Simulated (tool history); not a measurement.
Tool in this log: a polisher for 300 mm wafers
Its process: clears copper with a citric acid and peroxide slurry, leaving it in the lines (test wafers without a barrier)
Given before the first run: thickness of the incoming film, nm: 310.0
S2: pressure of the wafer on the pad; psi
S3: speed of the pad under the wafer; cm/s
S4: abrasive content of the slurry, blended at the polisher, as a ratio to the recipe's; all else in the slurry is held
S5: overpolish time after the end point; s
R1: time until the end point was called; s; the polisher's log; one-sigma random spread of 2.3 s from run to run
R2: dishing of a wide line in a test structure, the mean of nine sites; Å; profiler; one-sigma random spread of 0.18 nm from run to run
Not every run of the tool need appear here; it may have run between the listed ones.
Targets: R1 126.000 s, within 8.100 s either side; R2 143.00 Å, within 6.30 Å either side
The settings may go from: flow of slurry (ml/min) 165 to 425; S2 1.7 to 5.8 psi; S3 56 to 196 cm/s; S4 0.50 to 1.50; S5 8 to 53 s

{"run": 1, "hour": 0.0, "flow of slurry (ml/min)": 275, "S2": 3.7, "S3": 126, "S4": 1.0, "S5": 27, "R1": 94.426, "R2": 481.2}
{"run": 2, "hour": 8.8, "flow of slurry (ml/min)": 275, "S2": 3.7, "S3": 126, "S4": 1.0, "S5": 21, "R1": 91.012, "R2": 405.82}
{"run": 3, "hour": 17.5, "flow of slurry (ml/min)": 275, "S2": 3.7, "S3": 126, "S4": 1.0, "S5": 15, "R1": 89.345, "R2": 322.04}
{"run": 4, "hour": 22.9, "flow of slurry (ml/min)": 275, "S2": 2.9, "S3": 126, "S4": 1.0, "S5": 15, "R1": 107.04, "R2": 286.2}
{"run": 5, "hour": 31.6, "flow of slurry (ml/min)": 335, "S2": 2.9, "S3": 126, "S4": 1.0, "S5": 15, "R1": 104.78, "R2": 288.1}
{"run": 6, "hour": 38.8, "flow of slurry (ml/min)": 335, "S2": 2.9, "S3": 126, "S4": 1.0, "S5": 19, "R1": 101.97, "R2": 350.65}
{"run": 7, "hour": 41.7, "flow of slurry (ml/min)": 320, "S2": 1.9, "S3": 112, "S4": 0.9, "S5": 8, "R1": 142.63, "R2": 123.55}
{"run": 8, "hour": 46.4, "flow of slurry (ml/min)": 340, "S2": 2.0, "S3": 112, "S4": 0.85, "S5": 8, "R1": 141.76, "R2": 129.46}
{"run": 9, "hour": 51.8, "flow of slurry (ml/min)": 355, "S2": 2.2, "S3": 114, "S4": 0.8, "S5": 8, "R1": 135.24, "R2": 136.01}

Which one of the following 4 next-run settings gets every result inside its allowed miss? There is exactly one.
{"run": "A", "hour": 57.2, "flow of slurry (ml/min)": 310, "S2": 1.8, "S3": 124, "S4": 0.7, "S5": 8, "R1": "?", "R2": "?"}
{"run": "B", "hour": 57.2, "flow of slurry (ml/min)": 335, "S2": 2.0, "S3": 116, "S4": 1.4, "S5": 8, "R1": "?", "R2": "?"}
{"run": "C", "hour": 57.2, "flow of slurry (ml/min)": 350, "S2": 2.0, "S3": 118, "S4": 0.7, "S5": 8, "R1": "?", "R2": "?"}
{"run": "D", "hour": 57.2, "flow of slurry (ml/min)": 365, "S2": 2.1, "S3": 110, "S4": 0.85, "S5": 8, "R1": "?", "R2": "?"}

move=A R1=142.240 R2=128.42
move=B R1=123.320 R2=146.18
move=C R1=141.190 R2=129.39
move=D R1=141.110 R2=129.52
A: misses by more than the last run did
B: meets every target
C: misses by more than the last run did
D: misses by more than the last run did
Correct choice: B, which meets every target
